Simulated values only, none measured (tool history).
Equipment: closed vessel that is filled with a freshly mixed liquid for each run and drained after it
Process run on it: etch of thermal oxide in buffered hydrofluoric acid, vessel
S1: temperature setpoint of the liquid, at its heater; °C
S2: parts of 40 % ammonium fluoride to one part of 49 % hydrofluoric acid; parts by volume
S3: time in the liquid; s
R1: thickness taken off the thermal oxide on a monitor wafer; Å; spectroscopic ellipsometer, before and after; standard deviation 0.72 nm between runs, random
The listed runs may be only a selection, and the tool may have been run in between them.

{"run": 1, "hour": 0.0, "S1": 23.0, "S2": 13.0, "S3": 90, "R1": 755.66}
{"run": 2, "hour": 2.3, "S1": 23.0, "S2": 9.5, "S3": 90, "R1": 1018.9}
{"run": 3, "hour": 11.3, "S1": 23.0, "S2": 12.5, "S3": 90, "R1": 787.97}
{"run": 4, "hour": 15.9, "S1": 23.5, "S2": 12.5, "S3": 90, "R1": 814.74}
{"run": 5, "hour": 19.9, "S1": 24.0, "S2": 12.5, "S3": 90, "R1": 837.33}
{"run": 6, "hour": 27.8, "S1": 24.0, "S2": 14.5, "S3": 90, "R1": 722.27}
{"run": 7, "hour": 35.2, "S1": 25.0, "S2": 14.5, "S3": 90, "R1": 757.09}
{"run": 8, "hour": 39.9, "S1": 25.5, "S2": 14.5, "S3": 90, "R1": 795.09}

Run 9 comes next. What will it give?
{"run": 9, "hour": 44.6, "S1": 26.0, "S2": 14.5, "S3": 90, "R1": "?"}

{"run 9": {"R1": 795.82}}
